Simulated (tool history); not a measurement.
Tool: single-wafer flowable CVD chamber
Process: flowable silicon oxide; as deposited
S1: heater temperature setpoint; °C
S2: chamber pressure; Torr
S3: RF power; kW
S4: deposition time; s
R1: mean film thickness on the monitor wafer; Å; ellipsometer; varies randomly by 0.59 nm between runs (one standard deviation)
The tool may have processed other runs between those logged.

{"run": 1, "hour": 0.0, "S1": 100, "S2": 0.654, "S3": 2.105, "S4": 438, "R1": 1925.0}
{"run": 2, "hour": 0.5, "S1": 111, "S2": 0.654, "S3": 2.105, "S4": 438, "R1": 1399.5}
{"run": 3, "hour": 5.6, "S1": 111, "S2": 0.654, "S3": 2.105, "S4": 417, "R1": 1324.1}
{"run": 4, "hour": 13.5, "S1": 107, "S2": 0.654, "S3": 2.105, "S4": 417, "R1": 1469.5}
{"run": 5, "hour": 17.0, "S1": 109, "S2": 0.654, "S3": 2.105, "S4": 417, "R1": 1395.2}
{"run": 6, "hour": 22.7, "S1": 110, "S2": 0.654, "S3": 2.105, "S4": 417, "R1": 1365.6}

What does the tool deliver on the next run?
{"run": 7, "hour": 26.8, "S1": 111, "S2": 0.654, "S3": 2.105, "S4": 417, "R1": "?"}

{"run 7": {"R1": 1317.3}}

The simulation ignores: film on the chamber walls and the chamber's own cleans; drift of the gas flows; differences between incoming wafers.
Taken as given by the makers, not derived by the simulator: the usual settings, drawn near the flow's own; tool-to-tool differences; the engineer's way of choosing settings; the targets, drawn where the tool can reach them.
